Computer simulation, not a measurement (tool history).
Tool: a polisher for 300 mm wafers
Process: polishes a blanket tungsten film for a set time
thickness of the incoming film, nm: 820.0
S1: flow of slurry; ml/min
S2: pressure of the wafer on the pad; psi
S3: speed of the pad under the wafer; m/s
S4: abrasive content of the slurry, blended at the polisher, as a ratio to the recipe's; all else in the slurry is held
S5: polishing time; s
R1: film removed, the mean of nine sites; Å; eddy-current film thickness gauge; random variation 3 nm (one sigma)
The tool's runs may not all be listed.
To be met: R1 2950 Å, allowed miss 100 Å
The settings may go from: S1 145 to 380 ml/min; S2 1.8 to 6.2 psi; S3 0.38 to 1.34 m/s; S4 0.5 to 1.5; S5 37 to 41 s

run  hour   S1   S2    S3  S4  S5      R1
  1     0  245    4  0.86   1  41  1871.5
  2   4.8  245  4.6  0.86   1  41  2118.8
  3   8.9  220  4.6  0.86   1  41  2109.9
  4  14.4  220  4.1  0.86   1  41  1881.9
  5  21.2  220  4.7  0.86   1  41  2157.6
  6  28.4  220  4.7  0.86   1  37  1912.9
  7  35.3  230  5.2  0.88   1  37  2145.7
  8  38.3  230  5.5  0.92   1  37  2363.4
  9  45.4  230  5.7  0.96   1  37  2581.7
 10  46.3  230  5.7  0.96   1  37  2580.7
 11    52  230  5.7  0.96   1  37  2588.3
 12  60.4  230  5.9  0.98   1  37    2706
 13  67.1  230    6     1   1  37  2720.7

Which of these 5 next moves meets every target?
  A  73.8  235  5.8   1.1   0.7  41   ?
  B  73.8  285    6  0.92   0.9  37   ?
  C  73.8  230  6.2  0.84  1.05  40   ?
  D  73.8  210  5.5  0.88  1.15  40   ?
  E  73.8  250  5.4  1.06  0.85  41   ?

move      R1
   A  3141.7
   B  2575.7
   C  2652.1
   D  2505.7
   E  2925.2
A: takes the result that was furthest off past its target
B: further off than the last run
C: further off than the last run
D: further off than the last run
E: meets every target
Answer: E

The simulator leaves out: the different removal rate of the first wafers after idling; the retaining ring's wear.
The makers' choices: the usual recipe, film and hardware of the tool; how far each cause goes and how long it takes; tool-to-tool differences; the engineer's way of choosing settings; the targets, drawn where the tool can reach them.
